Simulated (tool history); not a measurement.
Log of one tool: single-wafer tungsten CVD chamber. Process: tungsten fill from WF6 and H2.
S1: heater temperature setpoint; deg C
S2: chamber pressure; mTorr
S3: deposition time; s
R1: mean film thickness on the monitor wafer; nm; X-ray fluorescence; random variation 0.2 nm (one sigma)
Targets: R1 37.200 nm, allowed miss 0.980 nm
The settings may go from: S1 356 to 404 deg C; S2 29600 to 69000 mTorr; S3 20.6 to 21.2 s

run  hour   S1     S2    S3      R1
  1   0.0  380  49300  20.6  48.258
  2   5.0  380  49300  20.6  48.438
  3   7.7  378  49100  20.6  45.725
  4  13.7  382  49100  20.6  50.414
  5  17.2  382  49100  20.6  50.315
  6  21.9  382  42300  20.6  47.709
  7  23.6  380  42100  20.6  45.657
  8  24.9  378  42000  20.6  43.255
  9  30.9  377  41900  20.6  42.007
 10  37.5  370  41500  20.6  35.407

5 next moves are on the table. One of them brings every result within its allowed miss. Which?
  A  44.1  371  40500  21.2   ?
  B  44.1  380  29600  20.9   ?
  C  44.1  369  41600  20.7   ?
  D  44.1  369  55000  21.2   ?
  E  44.1  371  46800  21.2   ?

move      R1
   A  36.792
   B  39.583
   C  34.582
   D  39.647
   E  39.002
A: meets every target
B: takes the result that was furthest off past its target
C: further off than the last run
D: takes the result that was furthest off past its target
E: takes the result that was furthest off past its target
Move A is the one to make.
